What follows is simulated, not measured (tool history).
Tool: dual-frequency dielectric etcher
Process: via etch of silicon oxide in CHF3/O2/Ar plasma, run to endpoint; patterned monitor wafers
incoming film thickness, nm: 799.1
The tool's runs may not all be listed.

run 1 hour=0.0 | source_power_(W)=730 bias_power_(W)=162 | endpoint_time_(s)=389.65
run 2 hour=6.8 | source_power_(W)=780 bias_power_(W)=168 | endpoint_time_(s)=377.55
run 3 hour=10.1 | source_power_(W)=900 bias_power_(W)=168 | endpoint_time_(s)=359.08
run 4 hour=13.0 | source_power_(W)=920 bias_power_(W)=174 | endpoint_time_(s)=351.58
run 5 hour=18.7 | source_power_(W)=940 bias_power_(W)=179 | endpoint_time_(s)=343.75
run 6 hour=19.6 | source_power_(W)=840 bias_power_(W)=179 | endpoint_time_(s)=357.42
run 7 hour=21.7 | source_power_(W)=870 bias_power_(W)=183 | endpoint_time_(s)=354.86

What does the tool deliver on the next run?
run 8 hour=29.0 | source_power_(W)=900 bias_power_(W)=188 | endpoint_time_(s)=?

endpoint time (s): 341.84
